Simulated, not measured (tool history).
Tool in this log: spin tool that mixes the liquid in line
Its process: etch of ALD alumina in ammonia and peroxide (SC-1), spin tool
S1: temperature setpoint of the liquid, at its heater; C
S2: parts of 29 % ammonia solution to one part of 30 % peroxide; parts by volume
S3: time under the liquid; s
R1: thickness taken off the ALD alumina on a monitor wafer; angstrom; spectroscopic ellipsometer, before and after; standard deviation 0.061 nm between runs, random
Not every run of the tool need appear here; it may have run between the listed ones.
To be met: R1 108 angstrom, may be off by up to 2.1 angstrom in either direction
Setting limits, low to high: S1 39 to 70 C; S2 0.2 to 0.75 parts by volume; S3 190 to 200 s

run  hour    S1    S2   S3      R1
  1     0    55  0.45  190  127.07
  2   3.7  54.5  0.45  190  123.19
  3  12.3    54  0.45  190  120.32
  4  19.6    58  0.45  190     149
  5  23.9  56.5  0.45  190   138.6
  6  30.4  56.5  0.45  200  145.24
  7  36.6    55  0.45  200  133.37
  8  37.6    55  0.45  200   133.4
  9  42.2    54  0.45  200  126.46
 10  50.5  53.5  0.45  200  123.62
 11  59.3    53  0.45  200  120.02
 12  64.8  52.5  0.45  200  117.64
 13  66.2    52  0.45  200  113.97
 14  67.6  51.5  0.45  200  110.92

Exercise: of the 4 proposed moves below, exactly one satisfies all targets within the stated allowed misses. Which move is it?
  A    69  53   0.4  190   ?
  B    69  50  0.75  195   ?
  C    69  52  0.45  190   ?
  D    69  50   0.5  200   ?

move      R1
   A  112.93
   B  104.49
   C  108.19
   D  103.12
A: further off than the last run
B: takes the result that was furthest off past its target
C: in spec on every target
D: takes the result that was furthest off past its target
C meets every target.
